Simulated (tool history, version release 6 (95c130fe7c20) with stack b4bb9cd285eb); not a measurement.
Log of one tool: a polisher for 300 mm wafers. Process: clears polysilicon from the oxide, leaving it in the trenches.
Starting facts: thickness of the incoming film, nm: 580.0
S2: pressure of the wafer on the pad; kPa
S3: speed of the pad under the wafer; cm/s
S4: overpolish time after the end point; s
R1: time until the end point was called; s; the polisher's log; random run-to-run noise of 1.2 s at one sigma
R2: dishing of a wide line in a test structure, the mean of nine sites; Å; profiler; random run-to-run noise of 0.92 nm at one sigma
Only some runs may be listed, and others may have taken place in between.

run 1 hour=0.0 | flow_of_slurry_(ml/min)=235 S2=12.4 S3=110 S4=23 | R1=73.615 R2=637.31
run 2 hour=8.5 | flow_of_slurry_(ml/min)=235 S2=10.3 S3=110 S4=22 | R1=86.009 R2=620.27
run 3 hour=13.3 | flow_of_slurry_(ml/min)=235 S2=9.0 S3=108 S4=19 | R1=101.100 R2=533.79
run 4 hour=17.7 | flow_of_slurry_(ml/min)=235 S2=9.0 S3=108 S4=28 | R1=99.651 R2=607.99
run 5 hour=23.6 | flow_of_slurry_(ml/min)=190 S2=9.0 S3=108 S4=28 | R1=102.140 R2=617.56
run 6 hour=30.0 | flow_of_slurry_(ml/min)=190 S2=8.3 S3=108 S4=26 | R1=110.140 R2=587.57
run 7 hour=34.7 | flow_of_slurry_(ml/min)=185 S2=7.6 S3=108 S4=25 | R1=118.910 R2=557.93

The next listed run, before its measurement:
run 8 hour=36.6 | flow_of_slurry_(ml/min)=185 S2=7.6 S3=108 S4=25 | R1=? R2=?

R1: 116.850 s
R2: 541.66 Å

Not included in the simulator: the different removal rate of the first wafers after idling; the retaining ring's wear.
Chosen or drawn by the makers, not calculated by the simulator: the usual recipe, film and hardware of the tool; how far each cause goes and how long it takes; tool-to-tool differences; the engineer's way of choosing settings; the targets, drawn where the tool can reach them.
